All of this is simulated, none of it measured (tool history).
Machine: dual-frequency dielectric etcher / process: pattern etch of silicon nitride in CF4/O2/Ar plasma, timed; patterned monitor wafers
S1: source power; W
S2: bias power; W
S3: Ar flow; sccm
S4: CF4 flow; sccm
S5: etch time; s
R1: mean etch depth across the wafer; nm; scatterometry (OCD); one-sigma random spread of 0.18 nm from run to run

run 1 hour=0.0 | S1=520 S2=38 S3=71 S4=85 S5=23 | R1=38.954
run 2 hour=4.9 | S1=520 S2=33 S3=71 S4=85 S5=23 | R1=36.796
run 3 hour=10.5 | S1=500 S2=33 S3=71 S4=85 S5=23 | R1=35.412
run 4 hour=18.3 | S1=500 S2=33 S3=62 S4=85 S5=23 | R1=35.545
run 5 hour=23.4 | S1=500 S2=33 S3=52 S4=85 S5=23 | R1=36.423
run 6 hour=26.3 | S1=500 S2=33 S3=52 S4=70 S5=23 | R1=35.976
run 7 hour=29.2 | S1=480 S2=33 S3=52 S4=70 S5=23 | R1=34.644
run 8 hour=35.9 | S1=470 S2=33 S3=52 S4=70 S5=23 | R1=33.795
run 9 hour=40.9 | S1=460 S2=33 S3=52 S4=70 S5=23 | R1=33.021
run 10 hour=48.8 | S1=450 S2=33 S3=52 S4=70 S5=23 | R1=32.125
run 11 hour=50.7 | S1=440 S2=33 S3=52 S4=70 S5=23 | R1=31.512

For run 12, what comes out?
run 12 hour=59.0 | S1=430 S2=33 S3=52 S4=70 S5=23 | R1=?

{"run 12": {"R1": 30.435}}

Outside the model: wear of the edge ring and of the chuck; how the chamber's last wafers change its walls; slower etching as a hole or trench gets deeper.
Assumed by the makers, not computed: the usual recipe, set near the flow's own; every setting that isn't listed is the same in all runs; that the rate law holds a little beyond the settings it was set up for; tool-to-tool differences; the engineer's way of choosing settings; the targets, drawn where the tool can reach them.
